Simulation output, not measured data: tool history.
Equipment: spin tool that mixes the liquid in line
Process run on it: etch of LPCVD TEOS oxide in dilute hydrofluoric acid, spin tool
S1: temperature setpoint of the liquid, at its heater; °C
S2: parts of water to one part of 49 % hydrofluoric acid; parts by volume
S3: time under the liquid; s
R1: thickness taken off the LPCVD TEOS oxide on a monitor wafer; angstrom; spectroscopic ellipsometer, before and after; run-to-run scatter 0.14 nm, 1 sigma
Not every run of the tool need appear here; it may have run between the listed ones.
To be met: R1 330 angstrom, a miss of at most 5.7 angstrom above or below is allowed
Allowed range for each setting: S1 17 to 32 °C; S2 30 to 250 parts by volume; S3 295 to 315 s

{"run": 1, "hour": 0.0, "S1": 24, "S2": 140, "S3": 295, "R1": 552.36}
{"run": 2, "hour": 7.2, "S1": 23, "S2": 145, "S3": 295, "R1": 508.3}
{"run": 3, "hour": 14.2, "S1": 21.5, "S2": 145, "S3": 295, "R1": 481.6}
{"run": 4, "hour": 18.1, "S1": 21.5, "S2": 145, "S3": 315, "R1": 511.08}
{"run": 5, "hour": 18.7, "S1": 21.5, "S2": 145, "S3": 315, "R1": 515.4}
{"run": 6, "hour": 22.1, "S1": 21.5, "S2": 115, "S3": 315, "R1": 665.8}
{"run": 7, "hour": 25.3, "S1": 17.5, "S2": 170, "S3": 315, "R1": 362.03}
{"run": 8, "hour": 28.8, "S1": 17, "S2": 175, "S3": 315, "R1": 343.75}

Of the 4 settings listed for the next run, only one would bring every result within its allowed miss of target. Which one?
{"run": "A", "hour": 32.3, "S1": 17, "S2": 185, "S3": 310, "R1": "?"}
{"run": "B", "hour": 32.3, "S1": 17, "S2": 160, "S3": 310, "R1": "?"}
{"run": "C", "hour": 32.3, "S1": 17, "S2": 165, "S3": 300, "R1": "?"}
{"run": "D", "hour": 32.3, "S1": 17.5, "S2": 185, "S3": 315, "R1": "?"}

move=A R1=316.7
move=B R1=374.93
move=C R1=350.16
move=D R1=328.33
A: takes the biggest miss from the last run beyond its target
B: moves away from the targets compared with the last run
C: moves away from the targets compared with the last run
D: meets every target
Correct choice: D, which meets every target
